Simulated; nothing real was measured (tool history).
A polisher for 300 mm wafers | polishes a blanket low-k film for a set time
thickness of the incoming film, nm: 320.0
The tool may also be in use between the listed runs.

run,day,flow of slurry (ml/min),pressure of the wafer on the pad (psi),speed of the pad under the wafer (m/s),abrasive content of the slurry,polishing time (s),film removed (Å)
1,0.000,260,2.1,0.98,1.0,98,367.15
2,0.171,320,2.1,0.98,1.0,98,375.30
3,0.383,320,2.5,0.98,1.0,98,447.61
4,0.704,320,2.5,0.98,0.8,98,408.09
5,0.858,320,2.5,0.98,0.8,103,419.60
6,0.917,320,2.5,1.06,0.8,103,449.86
7,1.283,320,2.3,1.04,0.8,103,408.55
8,1.600,320,2.2,1.02,0.8,103,380.73
9,1.783,320,2.1,1.02,0.8,103,366.86
10,1.817,320,2.0,1.00,0.8,103,345.26
11,2.133,320,1.9,1.00,0.8,103,328.61

The next listed run, before its measurement:
12,2.421,320,1.8,1.00,0.8,103,?

film removed (Å): 312.25

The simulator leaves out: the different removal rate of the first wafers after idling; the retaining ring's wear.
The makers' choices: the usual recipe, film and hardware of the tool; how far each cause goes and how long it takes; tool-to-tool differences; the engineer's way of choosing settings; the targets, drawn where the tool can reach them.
